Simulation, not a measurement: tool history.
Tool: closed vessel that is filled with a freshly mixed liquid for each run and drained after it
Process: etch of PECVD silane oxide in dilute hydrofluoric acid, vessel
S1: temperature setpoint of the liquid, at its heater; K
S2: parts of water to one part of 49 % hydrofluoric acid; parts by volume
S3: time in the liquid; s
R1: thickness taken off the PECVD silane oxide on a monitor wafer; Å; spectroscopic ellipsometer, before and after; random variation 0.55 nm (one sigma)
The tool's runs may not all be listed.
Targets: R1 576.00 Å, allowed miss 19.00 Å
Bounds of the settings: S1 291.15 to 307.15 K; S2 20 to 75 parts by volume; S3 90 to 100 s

run,hour,S1,S2,S3,R1
1,0.0,299.15,45,90,667.55
2,6.4,298.15,45,90,648.90
3,13.4,297.65,45,90,626.44
4,17.5,297.15,45,90,618.73
5,24.8,299.65,45,90,688.16
6,29.3,303.15,45,90,785.01
7,32.3,301.15,45,90,720.12
8,38.3,299.65,45,90,679.23
9,44.8,298.65,45,90,654.73
10,53.3,298.15,45,90,643.26
11,57.2,297.65,45,90,621.03
12,62.7,297.15,45,90,613.84
13,65.1,296.65,45,90,605.37

4 next moves are on the table. One of them brings every result within its allowed miss. Which?
A,67.5,295.15,50,95,?
B,67.5,295.65,45,100,?
C,67.5,295.65,45,90,?
D,67.5,298.15,55,90,?

move,R1
A,533.91
B,641.72
C,577.55
D,516.99
A: takes the result that was furthest off past its target
B: further off than the last run
C: meets every target
D: takes the result that was furthest off past its target
The right move is C.

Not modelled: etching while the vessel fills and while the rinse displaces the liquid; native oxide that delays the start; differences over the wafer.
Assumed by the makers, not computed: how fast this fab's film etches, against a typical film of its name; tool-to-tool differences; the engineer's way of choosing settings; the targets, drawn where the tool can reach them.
